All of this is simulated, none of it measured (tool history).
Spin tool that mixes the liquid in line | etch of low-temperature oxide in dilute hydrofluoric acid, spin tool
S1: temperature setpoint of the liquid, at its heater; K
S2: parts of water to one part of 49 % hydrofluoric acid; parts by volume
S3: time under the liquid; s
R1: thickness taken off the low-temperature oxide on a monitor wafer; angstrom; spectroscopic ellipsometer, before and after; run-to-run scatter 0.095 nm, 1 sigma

Run 1, day 0.000: S1 294.15 K, S2 295 parts by volume, S3 225 s. Result: R1 198.22 angstrom.
Run 2, day 0.333: S1 294.15 K, S2 215 parts by volume, S3 225 s. Result: R1 291.33 angstrom.
Run 3, day 0.558: S1 292.15 K, S2 215 parts by volume, S3 225 s. Result: R1 271.91 angstrom.
Run 4, day 0.783: S1 292.15 K, S2 215 parts by volume, S3 240 s. Result: R1 286.62 angstrom.
Run 5, day 0.888: S1 292.15 K, S2 215 parts by volume, S3 240 s. Result: R1 287.34 angstrom.
Run 6, day 1.142: S1 295.65 K, S2 215 parts by volume, S3 240 s. Result: R1 330.55 angstrom.
Run 7, day 1.496: S1 295.65 K, S2 215 parts by volume, S3 240 s. Result: R1 328.64 angstrom.
Run 8, day 1.846: S1 294.65 K, S2 255 parts by volume, S3 240 s. Result: R1 255.83 angstrom.
Run 9, day 1.900: S1 293.65 K, S2 280 parts by volume, S3 240 s. Result: R1 219.64 angstrom.
Run 10, day 1.988: S1 292.65 K, S2 295 parts by volume, S3 240 s. Result: R1 199.92 angstrom.
Run 11, day 2.171: S1 292.65 K, S2 295 parts by volume, S3 240 s. Result: R1 201.70 angstrom.
Run 12, day 2.408: S1 292.65 K, S2 295 parts by volume, S3 240 s. Result: R1 198.96 angstrom.
Run 13, day 2.517: S1 292.15 K, S2 310 parts by volume, S3 240 s. Result: R1 181.99 angstrom.
Run 14, day 2.600: S1 291.65 K, S2 320 parts by volume, S3 240 s. Result: R1 173.35 angstrom.

The next listed run, before its measurement:
Run 15, day 2.733: S1 291.15 K, S2 330 parts by volume, S3 240 s. Result: R1 ?.

Run 15 yielded R1 165.10 angstrom.
